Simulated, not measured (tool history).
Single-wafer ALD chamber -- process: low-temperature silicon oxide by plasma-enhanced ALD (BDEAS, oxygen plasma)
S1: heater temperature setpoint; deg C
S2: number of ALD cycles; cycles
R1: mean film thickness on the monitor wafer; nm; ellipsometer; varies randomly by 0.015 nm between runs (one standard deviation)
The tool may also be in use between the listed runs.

{"run": 1, "hour": 0.0, "S1": 100, "S2": 32, "R1": 4.7804}
{"run": 2, "hour": 3.7, "S1": 102, "S2": 31, "R1": 4.6184}
{"run": 3, "hour": 12.2, "S1": 110, "S2": 31, "R1": 4.5614}
{"run": 4, "hour": 16.0, "S1": 110, "S2": 30, "R1": 4.4163}
{"run": 5, "hour": 20.3, "S1": 110, "S2": 29, "R1": 4.2614}
{"run": 6, "hour": 25.3, "S1": 110, "S2": 32, "R1": 4.7322}
{"run": 7, "hour": 30.1, "S1": 110, "S2": 31, "R1": 4.5556}
{"run": 8, "hour": 38.5, "S1": 111, "S2": 30, "R1": 4.3913}
{"run": 9, "hour": 39.1, "S1": 112, "S2": 29, "R1": 4.2752}

Run 10 comes next. What will it give?
{"run": 10, "hour": 48.0, "S1": 112, "S2": 29, "R1": "?"}

R1: 4.2721 nm
